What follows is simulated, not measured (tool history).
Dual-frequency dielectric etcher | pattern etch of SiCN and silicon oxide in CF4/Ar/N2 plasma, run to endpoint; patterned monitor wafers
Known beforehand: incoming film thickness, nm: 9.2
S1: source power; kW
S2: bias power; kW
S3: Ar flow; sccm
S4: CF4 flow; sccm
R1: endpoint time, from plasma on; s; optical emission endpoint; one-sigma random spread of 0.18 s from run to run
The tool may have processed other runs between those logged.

run	hour	S1	S2	S3	S4	R1
1	0.0	0.440	0.053	103	46	14.154
2	8.6	0.440	0.058	103	46	13.917
3	16.3	0.410	0.056	107	44	15.291
4	23.8	0.410	0.056	116	44	15.589
5	26.9	0.390	0.055	118	43	17.043
6	31.0	0.370	0.055	118	43	17.839

Estimate the outcome of run 7 from the log above:
7	36.4	0.360	0.055	118	43	?

R1: 18.599 s
